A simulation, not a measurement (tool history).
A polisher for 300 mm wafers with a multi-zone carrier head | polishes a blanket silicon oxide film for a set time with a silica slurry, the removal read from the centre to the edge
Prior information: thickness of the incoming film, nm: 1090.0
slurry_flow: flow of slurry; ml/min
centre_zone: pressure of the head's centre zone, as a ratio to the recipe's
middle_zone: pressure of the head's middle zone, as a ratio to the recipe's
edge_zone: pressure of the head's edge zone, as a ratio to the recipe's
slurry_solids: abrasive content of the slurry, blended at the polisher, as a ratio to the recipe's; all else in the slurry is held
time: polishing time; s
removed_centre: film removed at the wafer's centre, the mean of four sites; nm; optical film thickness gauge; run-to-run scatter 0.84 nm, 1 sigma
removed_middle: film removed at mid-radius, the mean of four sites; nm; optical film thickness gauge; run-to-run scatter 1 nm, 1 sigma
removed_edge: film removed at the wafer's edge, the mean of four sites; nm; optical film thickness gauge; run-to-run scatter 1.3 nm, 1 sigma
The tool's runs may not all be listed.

run	hour	slurry_flow	centre_zone	middle_zone	edge_zone	slurry_solids	time	removed_centre	removed_middle	removed_edge
1	0	300	1	1	1	1	55	134.64	130.77	133.88
2	2.9	295	0.95	1	0.97	0.85	55	111.64	114.99	116.85
3	7.8	285	0.91	1	0.94	0.85	55	108.27	116.7	114.44
4	14.9	285	0.91	1	0.94	1.05	55	127.1	134.47	132.14
5	22.7	280	0.88	1	0.93	0.95	55	114.02	126.1	126.43
6	28	280	0.84	1	0.93	0.95	55	107.92	126.25	125.57
7	35.5	265	0.81	0.98	0.83	0.7	54	77.086	91.073	87.661

Predict the results of run 8:
8	41.8	265	0.81	0.98	0.83	0.7	54	?	?	?

{"run 8": {"removed_centre": 76.195, "removed_middle": 92.202, "removed_edge": 87.15}}

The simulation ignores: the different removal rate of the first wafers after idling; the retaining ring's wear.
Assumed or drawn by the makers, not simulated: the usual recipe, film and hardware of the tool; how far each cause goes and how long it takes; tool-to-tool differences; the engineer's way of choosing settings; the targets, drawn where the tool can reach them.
